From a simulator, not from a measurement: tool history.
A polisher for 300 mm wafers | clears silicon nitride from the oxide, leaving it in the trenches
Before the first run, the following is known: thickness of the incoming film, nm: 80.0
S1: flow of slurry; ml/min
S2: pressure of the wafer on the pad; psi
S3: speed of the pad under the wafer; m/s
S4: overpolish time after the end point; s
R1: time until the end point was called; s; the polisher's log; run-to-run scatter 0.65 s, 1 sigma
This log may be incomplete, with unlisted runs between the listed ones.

{"run": 1, "hour": 0.0, "S1": 315, "S2": 3.3, "S3": 0.84, "S4": 5, "R1": 72.278}
{"run": 2, "hour": 2.0, "S1": 315, "S2": 3, "S3": 0.84, "S4": 5, "R1": 79.018}
{"run": 3, "hour": 7.0, "S1": 315, "S2": 2.5, "S3": 0.84, "S4": 5, "R1": 95.96}
{"run": 4, "hour": 8.1, "S1": 315, "S2": 2.5, "S3": 1, "S4": 5, "R1": 79.882}
{"run": 5, "hour": 15.6, "S1": 380, "S2": 2.5, "S3": 1, "S4": 5, "R1": 78.534}
{"run": 6, "hour": 19.3, "S1": 380, "S2": 2.7, "S3": 1, "S4": 5, "R1": 71.762}
{"run": 7, "hour": 23.3, "S1": 385, "S2": 2.9, "S3": 1, "S4": 5, "R1": 67.748}

What will run 8 give?
{"run": 8, "hour": 26.2, "S1": 385, "S2": 3, "S3": 1, "S4": 5, "R1": "?"}

For run 8 the tool returned R1 67.878 s.
